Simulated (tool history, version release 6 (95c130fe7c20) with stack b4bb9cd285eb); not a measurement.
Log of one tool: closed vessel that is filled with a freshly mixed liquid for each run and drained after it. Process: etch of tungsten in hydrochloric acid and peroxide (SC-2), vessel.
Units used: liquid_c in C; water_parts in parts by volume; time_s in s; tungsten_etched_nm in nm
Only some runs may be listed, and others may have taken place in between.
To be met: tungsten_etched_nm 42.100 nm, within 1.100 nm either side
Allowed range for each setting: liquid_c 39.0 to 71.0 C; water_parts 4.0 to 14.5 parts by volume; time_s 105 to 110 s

| run | hour | liquid_c | water_parts | time_s | tungsten_etched_nm |
|---|---|---|---|---|---|
| 1 | 0.0 | 55.0 | 8.0 | 105 | 31.309 |
| 2 | 7.4 | 55.0 | 8.0 | 105 | 30.962 |
| 3 | 11.2 | 55.5 | 8.0 | 105 | 31.465 |
| 4 | 13.3 | 55.5 | 8.0 | 110 | 33.058 |
| 5 | 17.2 | 56.0 | 8.0 | 110 | 34.758 |
| 6 | 17.7 | 56.0 | 8.0 | 105 | 33.079 |
| 7 | 21.3 | 56.5 | 8.0 | 105 | 33.997 |
| 8 | 29.9 | 60.5 | 8.0 | 105 | 43.663 |

Exactly one of the 4 candidate moves below puts every result within its allowed miss. Which one?
| A | 38.5 | 59.5 | 7.0 | 105 | ? |
| B | 38.5 | 62.0 | 8.5 | 105 | ? |
| C | 38.5 | 58.5 | 6.5 | 105 | ? |
| D | 38.5 | 61.5 | 9.0 | 105 | ? |

| move | tungsten_etched_nm |
|---|---|
| A | 45.940 |
| B | 46.114 |
| C | 45.637 |
| D | 42.691 |
A: its largest miss is bigger than the last run's
B: its largest miss is bigger than the last run's
C: its largest miss is bigger than the last run's
D: in spec on every target
Go with D: it meets all targets.
